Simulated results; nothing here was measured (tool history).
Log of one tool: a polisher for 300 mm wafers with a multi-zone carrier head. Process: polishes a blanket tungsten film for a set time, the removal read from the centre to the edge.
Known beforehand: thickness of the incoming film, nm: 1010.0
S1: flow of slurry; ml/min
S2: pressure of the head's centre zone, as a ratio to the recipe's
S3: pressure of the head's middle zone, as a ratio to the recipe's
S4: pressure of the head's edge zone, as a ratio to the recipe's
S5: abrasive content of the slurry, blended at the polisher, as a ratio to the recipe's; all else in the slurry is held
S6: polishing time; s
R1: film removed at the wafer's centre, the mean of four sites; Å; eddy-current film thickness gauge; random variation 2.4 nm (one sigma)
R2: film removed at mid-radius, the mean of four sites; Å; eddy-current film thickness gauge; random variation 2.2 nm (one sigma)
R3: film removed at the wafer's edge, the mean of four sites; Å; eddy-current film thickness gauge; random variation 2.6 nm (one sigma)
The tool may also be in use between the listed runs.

run	day	S1	S2	S3	S4	S5	S6	R1	R2	R3
1	0	285	1	1	1	1	60	3385.6	3438	3572.3
2	0.338	280	0.99	0.98	0.99	0.95	60	3349.2	3333.8	3502.1
3	0.412	280	0.99	0.98	0.99	0.95	71	3971.9	3907.9	4096.7
4	0.458	275	0.97	0.97	0.98	0.9	69	3743.5	3737.6	4020.1
5	0.738	275	0.97	0.97	0.97	0.85	67	3541	3597	3736.7
6	0.946	275	0.97	1.02	0.97	0.85	67	3602	3731.1	3805.3
7	0.988	270	0.96	1	0.96	0.8	66	3468.7	3574.6	3645.9

Run 8 comes next. What will it give?
8	1.15	265	0.95	0.98	0.95	0.75	65	?	?	?

Run 8 yielded R1 3361.8 Å, R2 3419.4 Å, R3 3585.2 Å.

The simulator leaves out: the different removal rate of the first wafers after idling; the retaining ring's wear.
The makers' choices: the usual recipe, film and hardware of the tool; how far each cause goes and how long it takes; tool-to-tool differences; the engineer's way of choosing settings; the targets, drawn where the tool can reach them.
